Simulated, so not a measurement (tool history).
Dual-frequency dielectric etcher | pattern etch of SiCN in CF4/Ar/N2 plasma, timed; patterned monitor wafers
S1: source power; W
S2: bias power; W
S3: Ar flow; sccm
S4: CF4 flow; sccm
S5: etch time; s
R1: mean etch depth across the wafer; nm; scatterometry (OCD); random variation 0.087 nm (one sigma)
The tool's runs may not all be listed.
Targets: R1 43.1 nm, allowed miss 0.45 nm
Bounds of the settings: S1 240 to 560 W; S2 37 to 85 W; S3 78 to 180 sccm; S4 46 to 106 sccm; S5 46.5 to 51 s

{"run": 1, "day": 0.0, "S1": 400, "S2": 61, "S3": 129, "S4": 76, "S5": 51, "R1": 38.693}
{"run": 2, "day": 0.125, "S1": 410, "S2": 61, "S3": 129, "S4": 76, "S5": 51, "R1": 39.621}
{"run": 3, "day": 0.154, "S1": 410, "S2": 61, "S3": 112, "S4": 76, "S5": 51, "R1": 40.451}
{"run": 4, "day": 0.525, "S1": 410, "S2": 61, "S3": 112, "S4": 76, "S5": 51, "R1": 40.665}
{"run": 5, "day": 0.679, "S1": 430, "S2": 61, "S3": 112, "S4": 76, "S5": 51, "R1": 42.512}
{"run": 6, "day": 0.854, "S1": 440, "S2": 61, "S3": 112, "S4": 76, "S5": 51, "R1": 43.77}
{"run": 7, "day": 1.021, "S1": 430, "S2": 61, "S3": 112, "S4": 76, "S5": 51, "R1": 42.651}
{"run": 8, "day": 1.379, "S1": 440, "S2": 61, "S3": 112, "S4": 76, "S5": 51, "R1": 43.654}
{"run": 9, "day": 1.667, "S1": 430, "S2": 61, "S3": 112, "S4": 76, "S5": 51, "R1": 42.525}
{"run": 10, "day": 1.892, "S1": 440, "S2": 61, "S3": 112, "S4": 76, "S5": 51, "R1": 43.748}
{"run": 11, "day": 2.038, "S1": 430, "S2": 61, "S3": 112, "S4": 76, "S5": 51, "R1": 42.803}

5 next moves are on the table. One of them brings every result within its allowed miss. Which?
{"run": "A", "day": 2.183, "S1": 420, "S2": 65, "S3": 116, "S4": 83, "S5": 49.5, "R1": "?"}
{"run": "B", "day": 2.183, "S1": 430, "S2": 62, "S3": 105, "S4": 76, "S5": 49.5, "R1": "?"}
{"run": "C", "day": 2.183, "S1": 480, "S2": 54, "S3": 125, "S4": 80, "S5": 48, "R1": "?"}
{"run": "D", "day": 2.183, "S1": 440, "S2": 80, "S3": 114, "S4": 59, "S5": 48, "R1": "?"}
{"run": "E", "day": 2.183, "S1": 450, "S2": 68, "S3": 121, "S4": 77, "S5": 47, "R1": "?"}

move=A R1=41.653
move=B R1=41.979
move=C R1=42.916
move=D R1=42.182
move=E R1=42.088
A: further off than the last run
B: further off than the last run
C: meets every target
D: further off than the last run
E: further off than the last run
The right move is C.
